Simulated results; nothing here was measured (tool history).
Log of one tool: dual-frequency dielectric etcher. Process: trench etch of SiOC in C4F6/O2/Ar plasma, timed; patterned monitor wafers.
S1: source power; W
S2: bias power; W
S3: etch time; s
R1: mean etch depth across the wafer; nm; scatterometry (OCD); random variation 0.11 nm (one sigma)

Run 1, hour 0: S1 390 W, S2 247 W, S3 15 s. Result: R1 38.414 nm.
Run 2, hour 3.5: S1 440 W, S2 247 W, S3 15 s. Result: R1 40.978 nm.
Run 3, hour 5.7: S1 440 W, S2 247 W, S3 13.5 s. Result: R1 36.758 nm.
Run 4, hour 8.3: S1 440 W, S2 279 W, S3 13.5 s. Result: R1 38.161 nm.
Run 5, hour 9.6: S1 380 W, S2 279 W, S3 13.5 s. Result: R1 35.239 nm.
Run 6, hour 10.2: S1 420 W, S2 279 W, S3 13.5 s. Result: R1 37.117 nm.

Run 7 comes next. What will it give?
Run 7, hour 11.1: S1 390 W, S2 270 W, S3 13.5 s. Result: R1 ?.

Run 7 gave R1 35.534 nm.

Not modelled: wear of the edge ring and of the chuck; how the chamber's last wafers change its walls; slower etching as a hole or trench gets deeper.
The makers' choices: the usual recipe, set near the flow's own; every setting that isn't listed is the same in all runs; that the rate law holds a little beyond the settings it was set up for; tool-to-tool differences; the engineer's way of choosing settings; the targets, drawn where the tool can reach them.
